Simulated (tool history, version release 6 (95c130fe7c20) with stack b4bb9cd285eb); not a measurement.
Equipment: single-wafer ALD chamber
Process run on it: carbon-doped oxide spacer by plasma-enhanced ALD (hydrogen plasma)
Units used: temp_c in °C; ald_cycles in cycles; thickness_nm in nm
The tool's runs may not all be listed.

Run 1, hour 0.0: temp_c 395 °C, ald_cycles 593 cycles. Result: thickness_nm 29.365 nm.
Run 2, hour 7.5: temp_c 395 °C, ald_cycles 572 cycles. Result: thickness_nm 28.355 nm.
Run 3, hour 14.9: temp_c 402 °C, ald_cycles 572 cycles. Result: thickness_nm 28.343 nm.
Run 4, hour 19.2: temp_c 402 °C, ald_cycles 554 cycles. Result: thickness_nm 27.623 nm.
Run 5, hour 26.9: temp_c 407 °C, ald_cycles 554 cycles. Result: thickness_nm 27.407 nm.
Run 6, hour 27.7: temp_c 407 °C, ald_cycles 538 cycles. Result: thickness_nm 26.364 nm.
Run 7, hour 35.4: temp_c 407 °C, ald_cycles 538 cycles. Result: thickness_nm 26.640 nm.
Run 8, hour 36.8: temp_c 407 °C, ald_cycles 525 cycles. Result: thickness_nm 25.695 nm.
Run 9, hour 42.6: temp_c 407 °C, ald_cycles 525 cycles. Result: thickness_nm 25.701 nm.
Run 10, hour 47.6: temp_c 407 °C, ald_cycles 517 cycles. Result: thickness_nm 25.371 nm.
Run 11, hour 49.6: temp_c 407 °C, ald_cycles 509 cycles. Result: thickness_nm 24.922 nm.
Run 12, hour 56.4: temp_c 407 °C, ald_cycles 447 cycles. Result: thickness_nm 21.948 nm.
Run 13, hour 65.0: temp_c 407 °C, ald_cycles 450 cycles. Result: thickness_nm 22.149 nm.
Run 14, hour 65.6: temp_c 407 °C, ald_cycles 452 cycles. Result: thickness_nm 22.072 nm.

Estimate the outcome of run 15 from the log above:
Run 15, hour 67.1: temp_c 407 °C, ald_cycles 452 cycles. Result: thickness_nm ?.

{"run 15": {"thickness_nm": 22.283}}
